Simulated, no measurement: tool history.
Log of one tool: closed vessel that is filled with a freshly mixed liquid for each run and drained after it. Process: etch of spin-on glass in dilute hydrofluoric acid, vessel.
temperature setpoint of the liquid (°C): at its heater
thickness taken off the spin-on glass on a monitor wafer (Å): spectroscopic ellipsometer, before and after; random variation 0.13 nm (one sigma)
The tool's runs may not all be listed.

run	hour	temperature setpoint of the liquid (°C)	parts of water to one part of 49 % hydrofluoric acid (parts by volume)	time in the liquid (s)	thickness taken off the spin-on glass on a monitor wafer (Å)
1	0	25	115	105	420.76
2	5.5	25	135	105	350.95
3	8.7	22	135	105	312.75
4	10.4	23	135	105	325.41
5	17	23.5	135	105	332.55
6	18.9	23.5	135	110	347.46
7	19.7	23.5	135	110	348.64

Run 8 comes next. What will it give?
8	22.8	24	135	110	?

Run 8 gave thickness taken off the spin-on glass on a monitor wafer (Å) 353.49.

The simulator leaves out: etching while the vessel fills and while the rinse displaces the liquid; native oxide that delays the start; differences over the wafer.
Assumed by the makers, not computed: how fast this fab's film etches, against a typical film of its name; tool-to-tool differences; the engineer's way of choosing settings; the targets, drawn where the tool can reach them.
